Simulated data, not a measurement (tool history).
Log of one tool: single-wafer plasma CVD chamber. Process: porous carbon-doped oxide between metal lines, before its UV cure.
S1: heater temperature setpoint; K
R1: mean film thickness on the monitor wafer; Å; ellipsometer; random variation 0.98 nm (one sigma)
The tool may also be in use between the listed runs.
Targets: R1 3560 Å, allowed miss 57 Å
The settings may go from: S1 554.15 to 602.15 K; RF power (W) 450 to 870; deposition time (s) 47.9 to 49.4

run 1 day=0 | S1=578.15 RF_power_(W)=660 deposition_time_(s)=47.9 | R1=2865.3
run 2 day=0.221 | S1=578.15 RF_power_(W)=730 deposition_time_(s)=47.9 | R1=3096.2
run 3 day=0.375 | S1=578.15 RF_power_(W)=730 deposition_time_(s)=49.4 | R1=3179.4
run 4 day=0.458 | S1=576.15 RF_power_(W)=730 deposition_time_(s)=49.4 | R1=3224.3
run 5 day=0.625 | S1=574.15 RF_power_(W)=730 deposition_time_(s)=49.4 | R1=3260.9
run 6 day=0.833 | S1=567.15 RF_power_(W)=730 deposition_time_(s)=49.4 | R1=3362.1
run 7 day=0.938 | S1=566.15 RF_power_(W)=730 deposition_time_(s)=49.4 | R1=3365.7
run 8 day=1.3 | S1=565.15 RF_power_(W)=730 deposition_time_(s)=49.4 | R1=3402.9
run 9 day=1.496 | S1=564.15 RF_power_(W)=730 deposition_time_(s)=49.4 | R1=3433.7
run 10 day=1.583 | S1=563.15 RF_power_(W)=730 deposition_time_(s)=49.4 | R1=3443.3

Which of these 5 next moves meets every target?
run A day=1.671 | S1=565.15 RF_power_(W)=725 deposition_time_(s)=48.4 | R1=?
run B day=1.671 | S1=557.15 RF_power_(W)=745 deposition_time_(s)=48.5 | R1=?
run C day=1.671 | S1=564.15 RF_power_(W)=760 deposition_time_(s)=48.2 | R1=?
run D day=1.671 | S1=578.15 RF_power_(W)=810 deposition_time_(s)=49.4 | R1=?
run E day=1.671 | S1=557.15 RF_power_(W)=670 deposition_time_(s)=49.4 | R1=?

move=A R1=3322.5
move=B R1=3541.7
move=C R1=3440
move=D R1=3433.6
move=E R1=3341.9
A: further off than the last run
B: meets every target
C: as far off as the last run
D: further off than the last run
E: further off than the last run
The right move is B.

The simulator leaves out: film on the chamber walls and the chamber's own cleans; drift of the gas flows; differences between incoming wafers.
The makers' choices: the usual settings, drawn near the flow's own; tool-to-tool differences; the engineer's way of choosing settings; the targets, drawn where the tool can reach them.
